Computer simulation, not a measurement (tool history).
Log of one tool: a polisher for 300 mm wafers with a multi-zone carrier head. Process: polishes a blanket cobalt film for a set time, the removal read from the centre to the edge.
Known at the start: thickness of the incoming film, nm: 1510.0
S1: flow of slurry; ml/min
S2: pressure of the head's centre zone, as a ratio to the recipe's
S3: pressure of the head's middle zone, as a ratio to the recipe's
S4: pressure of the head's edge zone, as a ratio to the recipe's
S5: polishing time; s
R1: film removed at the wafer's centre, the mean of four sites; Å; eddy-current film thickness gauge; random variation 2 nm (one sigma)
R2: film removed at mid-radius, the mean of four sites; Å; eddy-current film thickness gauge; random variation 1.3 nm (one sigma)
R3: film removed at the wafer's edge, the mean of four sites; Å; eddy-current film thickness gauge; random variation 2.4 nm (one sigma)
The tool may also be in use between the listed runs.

| run | hour | S1 | S2 | S3 | S4 | S5 | R1 | R2 | R3 |
|---|---|---|---|---|---|---|---|---|---|
| 1 | 0 | 220 | 1 | 1 | 1 | 44 | 1391.7 | 1407.7 | 1426 |
| 2 | 5.6 | 220 | 1 | 1 | 0.94 | 44 | 1372.7 | 1410.5 | 1395 |
| 3 | 10 | 230 | 1.03 | 1.01 | 1 | 49 | 1577.1 | 1609.5 | 1583.8 |
| 4 | 12.1 | 230 | 1.03 | 1.06 | 1 | 49 | 1603.5 | 1652.7 | 1588.8 |
| 5 | 17.7 | 230 | 1.07 | 1.03 | 1.05 | 53 | 1766.2 | 1758.1 | 1745.7 |
| 6 | 20.3 | 230 | 1.07 | 1.1 | 1.05 | 53 | 1830.9 | 1839 | 1741.1 |
| 7 | 23 | 240 | 1.1 | 1.07 | 1.09 | 55 | 1947.4 | 1888.8 | 1818.3 |

The next listed run, before its measurement:
| 8 | 24.5 | 235 | 1.11 | 1.04 | 1.11 | 57 | ? | ? | ? |

R1: 2017.7 Å
R2: 1887.2 Å
R3: 1919.7 Å

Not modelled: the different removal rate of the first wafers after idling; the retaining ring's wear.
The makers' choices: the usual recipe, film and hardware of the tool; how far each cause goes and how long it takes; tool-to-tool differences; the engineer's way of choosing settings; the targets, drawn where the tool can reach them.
